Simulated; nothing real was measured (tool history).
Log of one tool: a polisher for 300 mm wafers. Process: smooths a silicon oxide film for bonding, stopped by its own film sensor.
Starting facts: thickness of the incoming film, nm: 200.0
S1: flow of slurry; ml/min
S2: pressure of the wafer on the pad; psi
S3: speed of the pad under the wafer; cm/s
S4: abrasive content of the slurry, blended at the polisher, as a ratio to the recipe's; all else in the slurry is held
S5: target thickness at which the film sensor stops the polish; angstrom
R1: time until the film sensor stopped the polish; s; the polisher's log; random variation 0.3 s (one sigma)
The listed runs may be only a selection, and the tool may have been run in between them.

Run 1, day 0: S1 255 ml/min, S2 1.8 psi, S3 68 cm/s, S4 1, S5 1730 angstrom. Result: R1 55.677 s.
Run 2, day 0.329: S1 255 ml/min, S2 2 psi, S3 68 cm/s, S4 1, S5 1730 angstrom. Result: R1 50.791 s.
Run 3, day 0.462: S1 255 ml/min, S2 2.2 psi, S3 70 cm/s, S4 1, S5 1730 angstrom. Result: R1 45.627 s.
Run 4, day 0.504: S1 255 ml/min, S2 2.3 psi, S3 72 cm/s, S4 1, S5 1730 angstrom. Result: R1 43.848 s.
Run 5, day 0.592: S1 255 ml/min, S2 2.3 psi, S3 72 cm/s, S4 1.15, S5 1730 angstrom. Result: R1 39.465 s.
Run 6, day 0.667: S1 255 ml/min, S2 2.4 psi, S3 72 cm/s, S4 1.15, S5 1730 angstrom. Result: R1 38.217 s.
Run 7, day 0.788: S1 255 ml/min, S2 2.5 psi, S3 72 cm/s, S4 1.15, S5 1730 angstrom. Result: R1 36.553 s.
Run 8, day 1.062: S1 255 ml/min, S2 2.6 psi, S3 72 cm/s, S4 1.15, S5 1730 angstrom. Result: R1 35.344 s.

For run 9, what comes out?
Run 9, day 1.133: S1 255 ml/min, S2 2.6 psi, S3 74 cm/s, S4 1.15, S5 1730 angstrom. Result: R1 ?.

R1: 34.97 s
